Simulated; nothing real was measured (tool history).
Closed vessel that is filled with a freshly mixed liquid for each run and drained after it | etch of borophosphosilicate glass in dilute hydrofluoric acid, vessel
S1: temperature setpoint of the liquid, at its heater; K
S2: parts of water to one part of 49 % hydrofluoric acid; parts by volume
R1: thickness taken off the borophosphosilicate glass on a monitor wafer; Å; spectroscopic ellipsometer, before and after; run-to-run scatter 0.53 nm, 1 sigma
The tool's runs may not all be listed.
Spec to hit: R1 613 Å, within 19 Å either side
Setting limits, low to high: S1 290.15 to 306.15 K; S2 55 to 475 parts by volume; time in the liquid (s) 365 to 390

Run 1, hour 0: S1 298.15 K, S2 265 parts by volume, time in the liquid (s) 365. Result: R1 474.46 Å.
Run 2, hour 1.2: S1 298.15 K, S2 265 parts by volume, time in the liquid (s) 390. Result: R1 514.34 Å.
Run 3, hour 7.4: S1 299.15 K, S2 265 parts by volume, time in the liquid (s) 390. Result: R1 526.99 Å.
Run 4, hour 8.7: S1 300.15 K, S2 265 parts by volume, time in the liquid (s) 390. Result: R1 547.36 Å.
Run 5, hour 14.9: S1 300.15 K, S2 325 parts by volume, time in the liquid (s) 390. Result: R1 417.43 Å.
Run 6, hour 23.4: S1 301.15 K, S2 315 parts by volume, time in the liquid (s) 390. Result: R1 460.34 Å.
Run 7, hour 24.4: S1 302.15 K, S2 310 parts by volume, time in the liquid (s) 390. Result: R1 481.34 Å.
At hour 25.6: thermometer replaced.
Run 8, hour 25.6: S1 302.15 K, S2 310 parts by volume, time in the liquid (s) 390. Result: R1 514.81 Å.
Run 9, hour 33.2: S1 302.65 K, S2 310 parts by volume, time in the liquid (s) 390. Result: R1 535.49 Å.

5 next moves are on the table. One of them brings every result within its allowed miss. Which?
Run A, hour 40.8: S1 303.65 K, S2 300 parts by volume, time in the liquid (s) 390. Result: R1 ?.
Run B, hour 40.8: S1 305.15 K, S2 295 parts by volume, time in the liquid (s) 390. Result: R1 ?.
Run C, hour 40.8: S1 304.15 K, S2 270 parts by volume, time in the liquid (s) 390. Result: R1 ?.
Run D, hour 40.8: S1 303.65 K, S2 360 parts by volume, time in the liquid (s) 380. Result: R1 ?.
Run E, hour 40.8: S1 302.15 K, S2 285 parts by volume, time in the liquid (s) 375. Result: R1 ?.

move      R1
   A  564.79
   B  605.77
   C  659.76
   D  429.89
   E  553.55
A: better than the last run, though not everything is in spec
B: every result within its allowed miss
C: the result that was furthest off in the last run now lies on the other side of its target
D: its largest miss is bigger than the last run's
E: better than the last run, though not everything is in spec
So the answer is move B, the one that meets all the targets.
